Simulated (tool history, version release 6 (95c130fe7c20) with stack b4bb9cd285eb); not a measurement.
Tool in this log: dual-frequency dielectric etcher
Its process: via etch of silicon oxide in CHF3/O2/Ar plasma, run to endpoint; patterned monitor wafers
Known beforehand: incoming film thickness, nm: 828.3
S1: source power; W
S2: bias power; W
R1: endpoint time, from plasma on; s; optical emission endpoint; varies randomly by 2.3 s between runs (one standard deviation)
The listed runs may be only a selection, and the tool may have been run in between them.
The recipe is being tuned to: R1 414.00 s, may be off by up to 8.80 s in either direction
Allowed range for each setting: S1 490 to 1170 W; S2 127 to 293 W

run	day	S1	S2	R1
1	0.000	830	210	351.58
2	0.358	940	210	337.23
3	0.592	840	199	352.09
4	0.746	750	186	378.72
5	0.775	750	160	393.44
6	0.996	750	181	378.43
7	1.150	700	177	395.21
8	1.442	680	176	396.74
9	1.662	660	175	399.89

Which single option among these 4 for the next run brings every result within its allowed miss of target? Just one does.
A	1.883	660	207	?
B	1.883	610	202	?
C	1.883	630	160	?
D	1.883	730	171	?

move	R1
A	382.15
B	395.37
C	417.44
D	389.51
A: lands further from the targets than the last run did
B: lands further from the targets than the last run did
C: meets every target
D: lands further from the targets than the last run did
Move C is the one to make.
